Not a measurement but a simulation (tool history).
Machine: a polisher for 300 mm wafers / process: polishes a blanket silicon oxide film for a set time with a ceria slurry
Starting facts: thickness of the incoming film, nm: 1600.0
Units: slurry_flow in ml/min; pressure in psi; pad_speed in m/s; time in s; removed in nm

run	day	slurry_flow	pressure	pad_speed	time	removed
1	0	145	3.8	1.16	70	488.39
2	0.033	165	3.8	1.16	70	496.14
3	0.25	165	3.8	1.16	70	499.97
4	0.442	170	4	1.16	70	525.95
5	0.654	170	4.2	1.16	70	551.02
6	0.883	170	4.2	1.16	70	555.35
7	1.042	175	4.4	1.16	70	582.14
8	1.279	175	4.6	1.16	70	612.52
9	1.467	175	4.8	1.16	70	635.54
10	1.671	180	4.9	1.16	70	642.82
11	1.717	180	5	1.18	70	669.15
12	1.779	180	5.1	1.18	70	683.26
13	2.054	185	5.2	1.18	70	698.13

What does the tool deliver on the next run?
14	2.183	200	5.9	1.24	70	?

{"run 14": {"removed": 843.33}}
